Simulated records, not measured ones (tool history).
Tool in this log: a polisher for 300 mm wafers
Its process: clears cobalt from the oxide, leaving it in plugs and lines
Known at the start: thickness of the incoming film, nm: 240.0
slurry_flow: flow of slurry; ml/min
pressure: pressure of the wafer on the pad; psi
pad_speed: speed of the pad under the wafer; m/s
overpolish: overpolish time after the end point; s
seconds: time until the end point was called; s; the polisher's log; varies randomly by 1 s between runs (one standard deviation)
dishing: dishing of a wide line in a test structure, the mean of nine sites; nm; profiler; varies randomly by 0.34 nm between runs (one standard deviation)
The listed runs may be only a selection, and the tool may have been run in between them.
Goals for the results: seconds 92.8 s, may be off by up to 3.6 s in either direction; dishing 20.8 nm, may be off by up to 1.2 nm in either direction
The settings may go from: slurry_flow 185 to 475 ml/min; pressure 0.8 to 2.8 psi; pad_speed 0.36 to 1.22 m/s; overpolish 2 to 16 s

| run | hour | slurry_flow | pressure | pad_speed | overpolish | seconds | dishing |
|---|---|---|---|---|---|---|---|
| 1 | 0 | 305 | 1.8 | 0.78 | 8 | 56.633 | 20.964 |
| 2 | 6.9 | 305 | 1.7 | 0.78 | 8 | 58.529 | 20.321 |
| 3 | 10.5 | 305 | 1.7 | 0.86 | 8 | 54.13 | 20.784 |
| 4 | 14.8 | 305 | 1.5 | 0.86 | 8 | 59.434 | 19.965 |
| 5 | 15.4 | 305 | 1.5 | 0.74 | 8 | 70.232 | 18.735 |
| 6 | 24.4 | 335 | 1.5 | 0.74 | 8 | 67.734 | 18.288 |
| 7 | 31.3 | 250 | 1 | 0.72 | 12 | 99.019 | 18.615 |
| 8 | 34.3 | 255 | 1 | 0.72 | 12 | 99.42 | 19.629 |
| 9 | 35.7 | 260 | 1 | 0.72 | 12 | 98.826 | 18.928 |

Which one of the following 4 next-run settings gets every result inside its allowed miss? There is exactly one.
| A | 37.1 | 260 | 1 | 0.64 | 11 | ? | ? |
| B | 37.1 | 225 | 1.1 | 0.6 | 12 | ? | ? |
| C | 37.1 | 260 | 1.1 | 0.72 | 13 | ? | ? |
| D | 37.1 | 215 | 1 | 0.76 | 10 | ? | ? |

| move | seconds | dishing |
|---|---|---|
| A | 106.82 | 17.297 |
| B | 106.13 | 18.495 |
| C | 90.03 | 21.763 |
| D | 94.733 | 17.583 |
A: lands further from the targets than the last run did
B: lands further from the targets than the last run did
C: every result within its allowed miss
D: gets the furthest-off result to its target, but another result is out of tolerance
Correct choice: C, which meets every target
